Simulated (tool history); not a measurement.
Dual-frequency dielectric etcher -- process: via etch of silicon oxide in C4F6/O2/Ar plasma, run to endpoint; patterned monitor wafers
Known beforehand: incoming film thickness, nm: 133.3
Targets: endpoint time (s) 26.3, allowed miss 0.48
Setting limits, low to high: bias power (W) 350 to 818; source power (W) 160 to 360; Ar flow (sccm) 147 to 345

| run | hour | bias power (W) | source power (W) | Ar flow (sccm) | endpoint time (s) |
|---|---|---|---|---|---|
| 1 | 0 | 584 | 260 | 246 | 29.442 |
| 2 | 4.1 | 584 | 240 | 246 | 29.871 |
| 3 | 8.6 | 584 | 280 | 246 | 28.859 |
| 4 | 14 | 617 | 280 | 245 | 28.329 |
| 5 | 21.4 | 646 | 280 | 244 | 27.838 |
| 6 | 30 | 610 | 280 | 244 | 28.222 |
| 7 | 32.9 | 637 | 280 | 243 | 28.06 |
| 8 | 33.5 | 665 | 280 | 242 | 27.318 |
| 9 | 34.6 | 679 | 280 | 242 | 27.441 |
| 10 | 40.7 | 697 | 280 | 241 | 26.829 |
| 11 | 45.5 | 704 | 280 | 241 | 27.09 |
| 12 | 49.7 | 717 | 280 | 241 | 26.713 |
| 13 | 54.1 | 717 | 280 | 241 | 26.675 |
| 14 | 55.6 | 723 | 280 | 241 | 26.778 |

Consider the 5 candidate settings below. Which is the only one whose results all fall within their allowed miss of target?
| A | 57.1 | 653 | 290 | 246 | ? |
| B | 57.1 | 684 | 280 | 257 | ? |
| C | 57.1 | 720 | 280 | 265 | ? |
| D | 57.1 | 654 | 290 | 268 | ? |
| E | 57.1 | 725 | 280 | 212 | ? |

| move | endpoint time (s) |
|---|---|
| A | 27.527 |
| B | 27.548 |
| C | 27.185 |
| D | 27.791 |
| E | 26.419 |
A: the biggest miss grows against the last run
B: the biggest miss grows against the last run
C: the biggest miss grows against the last run
D: the biggest miss grows against the last run
E: all results in spec
The right move is E.
